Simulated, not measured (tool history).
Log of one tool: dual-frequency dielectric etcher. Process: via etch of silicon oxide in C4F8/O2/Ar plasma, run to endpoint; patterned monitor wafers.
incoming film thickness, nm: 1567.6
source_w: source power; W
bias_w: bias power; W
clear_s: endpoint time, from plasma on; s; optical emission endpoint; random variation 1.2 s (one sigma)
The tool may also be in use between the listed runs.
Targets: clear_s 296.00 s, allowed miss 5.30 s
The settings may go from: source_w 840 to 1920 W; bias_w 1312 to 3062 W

| run | hour | source_w | bias_w | clear_s |
|---|---|---|---|---|
| 1 | 0.0 | 1380 | 2187 | 344.19 |
| 2 | 2.1 | 1440 | 2205 | 340.40 |
| 3 | 6.5 | 1670 | 2205 | 323.14 |
| 4 | 8.6 | 1700 | 2241 | 316.91 |
| 5 | 13.7 | 1530 | 2241 | 330.35 |
| 6 | 22.5 | 1330 | 2241 | 348.64 |
| 7 | 30.5 | 1400 | 2276 | 339.65 |
| 8 | 32.5 | 1460 | 2305 | 334.20 |
| 9 | 36.8 | 1510 | 2332 | 326.82 |
| 10 | 41.2 | 1510 | 2332 | 328.17 |
| 11 | 43.6 | 1780 | 2447 | 304.45 |
| 12 | 44.9 | 1790 | 2452 | 301.72 |
| 13 | 48.6 | 1800 | 2455 | 305.33 |

4 next moves are on the table. One of them brings every result within its allowed miss. Which?
| A | 52.3 | 1750 | 2260 | ? |
| B | 52.3 | 1920 | 2396 | ? |
| C | 52.3 | 1710 | 2536 | ? |
| D | 52.3 | 1800 | 2337 | ? |

| move | clear_s |
|---|---|
| A | 313.25 |
| B | 297.71 |
| C | 305.55 |
| D | 307.07 |
A: further off than the last run
B: meets every target
C: as far off as the last run
D: further off than the last run
Answer: B
